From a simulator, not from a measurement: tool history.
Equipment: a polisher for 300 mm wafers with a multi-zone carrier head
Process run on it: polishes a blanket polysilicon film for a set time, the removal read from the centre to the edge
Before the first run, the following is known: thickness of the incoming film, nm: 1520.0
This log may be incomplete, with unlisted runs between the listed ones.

run    day  flow of slurry (ml/min)  pressure of the head's centre zone  pressure of the head's middle zone  pressure of the head's edge zone  polishing time (s)  film removed at the wafer's centre (nm)  film removed at mid-radius (nm)  film removed at the wafer's edge (nm)
  1  0.000                      245                                1.00                                1.00                              1.00                  47                                   496.49                           503.48                                 502.99
  2  0.067                      240                                0.97                                1.00                              0.97                  41                                   432.29                           441.92                                 436.99
  3  0.279                      240                                1.03                                1.00                              0.97                  41                                   455.97                           440.85                                 424.81
  4  0.600                      235                                0.98                                1.01                              0.96                  36                                   364.39                           387.56                                 379.59
  5  0.875                      235                                0.98                                1.01                              0.96                  46                                   475.07                           490.14                                 488.17
  6  1.212                      235                                0.96                                1.02                              0.96                  40                                   408.19                           437.24                                 427.52

What does the tool deliver on the next run?
  7  1.500                      235                                0.95                                1.02                              0.95                  35                                        ?                                ?                                      ?

film removed at the wafer's centre (nm): 359.03
film removed at mid-radius (nm): 381.11
film removed at the wafer's edge (nm): 366.67

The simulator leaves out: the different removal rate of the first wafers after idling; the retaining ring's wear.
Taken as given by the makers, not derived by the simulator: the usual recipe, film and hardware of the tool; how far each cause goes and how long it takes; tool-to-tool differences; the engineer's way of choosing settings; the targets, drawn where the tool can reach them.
